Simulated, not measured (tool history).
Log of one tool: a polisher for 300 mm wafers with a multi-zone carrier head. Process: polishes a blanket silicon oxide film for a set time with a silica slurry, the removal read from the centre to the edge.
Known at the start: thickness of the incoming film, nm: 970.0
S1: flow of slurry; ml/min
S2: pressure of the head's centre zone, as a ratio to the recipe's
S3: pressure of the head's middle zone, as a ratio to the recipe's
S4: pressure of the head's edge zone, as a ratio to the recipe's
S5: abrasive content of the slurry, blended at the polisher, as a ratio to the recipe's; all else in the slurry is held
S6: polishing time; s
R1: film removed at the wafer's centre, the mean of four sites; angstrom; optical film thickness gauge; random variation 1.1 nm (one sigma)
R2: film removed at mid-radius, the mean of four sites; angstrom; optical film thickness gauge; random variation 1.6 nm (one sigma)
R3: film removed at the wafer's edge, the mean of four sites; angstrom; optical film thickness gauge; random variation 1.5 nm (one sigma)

run,hour,S1,S2,S3,S4,S5,S6,R1,R2,R3
1,0.0,175,1.00,1.00,1.00,1.00,42,1895.5,1924.3,1909.1
2,3.8,175,1.00,1.00,1.05,1.00,42,1878.0,1932.3,1983.0
3,10.9,195,1.00,1.00,1.05,1.00,42,1932.8,1915.8,1988.2
4,11.8,190,1.00,0.98,1.04,1.00,42,1926.8,1888.9,1971.5
5,19.3,190,1.00,0.98,1.00,1.00,42,1925.9,1916.6,1944.6
6,21.7,190,1.00,0.98,1.08,1.00,42,1951.1,1889.7,1995.7
7,23.9,185,1.00,0.97,1.06,1.00,42,1920.6,1852.2,1999.1
8,25.7,180,1.00,0.96,1.04,1.00,42,1927.1,1822.1,1987.5
9,30.6,175,1.00,0.96,1.02,1.00,42,1906.2,1828.6,1928.3
10,38.7,170,1.00,0.95,1.01,1.00,42,1905.5,1853.0,1933.2
11,39.4,155,0.98,0.86,0.94,0.80,42,1502.5,1355.2,1570.8
12,41.3,165,0.98,0.87,0.95,0.80,42,1529.8,1368.7,1556.0
13,49.9,165,0.99,0.89,0.97,0.80,42,1555.3,1443.7,1580.5
14,53.3,170,0.99,0.90,0.99,0.80,42,1584.2,1430.6,1615.4
15,62.1,175,0.99,0.91,1.00,0.80,42,1581.8,1482.8,1617.7
16,65.2,180,0.99,0.92,1.01,0.80,42,1574.1,1476.3,1628.6
17,70.2,180,1.00,0.93,1.02,0.80,42,1603.4,1501.1,1623.7
18,74.9,230,1.00,0.96,1.10,0.85,42,1746.0,1731.3,1816.9
19,83.7,230,1.00,0.96,1.09,0.85,42,1769.2,1667.3,1808.9
20,89.2,230,1.00,0.96,1.09,0.85,42,1763.8,1710.7,1829.6
21,90.0,230,1.00,0.96,1.09,0.85,42,1764.5,1683.9,1803.6

Forecast run 22:
22,96.8,230,1.00,0.96,1.08,0.85,42,?,?,?

{"run 22": {"R1": 1747.4, "R2": 1719.2, "R3": 1822.8}}
